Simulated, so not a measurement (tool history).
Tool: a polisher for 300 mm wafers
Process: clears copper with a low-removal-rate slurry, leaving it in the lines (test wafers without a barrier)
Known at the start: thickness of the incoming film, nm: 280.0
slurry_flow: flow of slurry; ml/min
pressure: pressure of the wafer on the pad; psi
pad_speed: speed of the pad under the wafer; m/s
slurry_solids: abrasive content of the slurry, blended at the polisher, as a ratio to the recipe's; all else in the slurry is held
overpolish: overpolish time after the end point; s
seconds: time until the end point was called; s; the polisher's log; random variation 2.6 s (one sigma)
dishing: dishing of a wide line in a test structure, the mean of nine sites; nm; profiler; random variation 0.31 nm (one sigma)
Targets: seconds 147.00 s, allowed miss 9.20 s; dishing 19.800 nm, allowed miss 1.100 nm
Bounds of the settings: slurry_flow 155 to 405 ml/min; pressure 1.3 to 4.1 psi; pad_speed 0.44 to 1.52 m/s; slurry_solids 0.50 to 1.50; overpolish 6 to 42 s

run	hour	slurry_flow	pressure	pad_speed	slurry_solids	overpolish	seconds	dishing
1	0.0	260	2.7	0.98	1.00	21	138.42	29.058
2	9.0	260	2.7	0.98	1.00	20	142.22	27.957
3	14.2	260	2.7	0.86	1.00	20	159.44	25.521
4	19.2	260	2.7	0.86	1.00	28	163.42	33.697
5	22.4	260	2.7	0.86	1.20	28	155.62	35.324
6	27.3	260	2.7	0.74	1.20	28	176.30	31.706
7	34.3	260	2.7	0.74	1.20	25	174.40	28.339
8	37.4	260	2.7	0.74	1.20	23	181.65	26.961
9	38.5	260	2.8	0.76	1.20	21	164.02	26.215
10	42.0	260	2.8	0.76	1.20	19	162.42	23.401
11	50.2	260	2.8	0.76	1.20	18	165.94	22.361
12	51.7	260	2.8	0.76	1.20	17	166.46	21.788
13	54.4	260	2.8	0.76	1.20	16	168.34	19.647

4 next moves are on the table. One of them brings every result within its allowed miss. Which?
A	57.1	175	2.7	1.04	1.45	11	?	?
B	57.1	285	3.1	0.78	1.25	14	?	?
C	57.1	245	2.6	0.78	1.15	16	?	?
D	57.1	215	2.7	0.74	1.15	17	?	?

move	seconds	dishing
A	128.77	18.210
B	143.73	20.652
C	174.68	19.412
D	177.48	20.255
A: takes the result that was furthest off past its target
B: meets every target
C: further off than the last run
D: further off than the last run
Move B is the one to make.
